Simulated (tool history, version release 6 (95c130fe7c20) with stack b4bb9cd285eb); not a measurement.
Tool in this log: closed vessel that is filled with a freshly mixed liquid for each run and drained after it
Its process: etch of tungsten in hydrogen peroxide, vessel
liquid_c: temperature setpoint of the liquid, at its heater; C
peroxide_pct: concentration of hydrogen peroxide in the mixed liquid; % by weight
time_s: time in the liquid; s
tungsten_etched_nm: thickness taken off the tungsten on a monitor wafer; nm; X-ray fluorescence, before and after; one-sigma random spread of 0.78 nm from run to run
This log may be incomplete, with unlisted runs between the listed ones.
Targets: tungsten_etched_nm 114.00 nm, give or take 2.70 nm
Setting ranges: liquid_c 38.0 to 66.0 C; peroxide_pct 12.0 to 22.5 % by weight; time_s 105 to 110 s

run,hour,liquid_c,peroxide_pct,time_s,tungsten_etched_nm
1,0.0,54.0,15.5,105,190.84
2,1.9,59.5,15.5,105,267.95
3,3.9,54.0,15.5,105,190.62
4,5.7,54.0,13.0,105,174.28
5,10.8,53.0,13.0,105,161.29
6,17.0,53.0,13.0,105,164.23
7,19.2,52.0,13.0,105,153.00
# hour 20.6: thermometer replaced
8,20.6,51.0,13.0,105,160.12
9,22.0,49.5,13.0,105,146.44
10,28.1,48.5,13.0,105,138.09
11,33.3,44.5,13.0,105,108.05
12,38.6,45.0,13.0,105,110.72

Of the 4 settings listed for the next run, only one would bring every result within its allowed miss of target. Which one?
A,43.9,44.5,13.0,105,?
B,43.9,45.5,12.0,105,?
C,43.9,44.0,13.5,105,?
D,43.9,45.0,14.0,105,?

move,tungsten_etched_nm
A,107.36
B,109.86
C,106.00
D,114.99
A: the biggest miss grows against the last run
B: the biggest miss grows against the last run
C: the biggest miss grows against the last run
D: meets every target
So the answer is move D, the one that meets all the targets.
